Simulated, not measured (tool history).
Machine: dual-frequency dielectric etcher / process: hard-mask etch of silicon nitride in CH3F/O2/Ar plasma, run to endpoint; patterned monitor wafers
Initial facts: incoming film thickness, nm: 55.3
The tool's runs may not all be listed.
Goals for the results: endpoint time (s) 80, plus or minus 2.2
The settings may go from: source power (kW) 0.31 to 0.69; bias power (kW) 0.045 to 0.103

run  hour  source power (kW)  bias power (kW)  endpoint time (s)
  1     0                0.5            0.074             67.241
  2   1.9               0.46            0.071              69.84
  3   7.7               0.43            0.068             73.077
  4  15.4               0.41            0.067             73.434
  5  18.6               0.39            0.065             75.693
  6  25.7               0.39            0.077             71.104
  7  33.6               0.37            0.074             74.077
  8  34.2               0.35            0.072             75.616

Which one of the following 5 next-run settings gets every result inside its allowed miss? There is exactly one.
  A  34.8               0.31            0.079                  ?
  B  34.8               0.37             0.07                  ?
  C  34.8               0.41             0.08                  ?
  D  34.8               0.31            0.068                  ?
  E  34.8               0.42            0.076                  ?

move  endpoint time (s)
   A             74.873
   B             74.363
   C             68.984
   D             78.856
   E             69.728
A: the biggest miss grows against the last run
B: the biggest miss grows against the last run
C: the biggest miss grows against the last run
D: in spec on every target
E: the biggest miss grows against the last run
D meets every target.
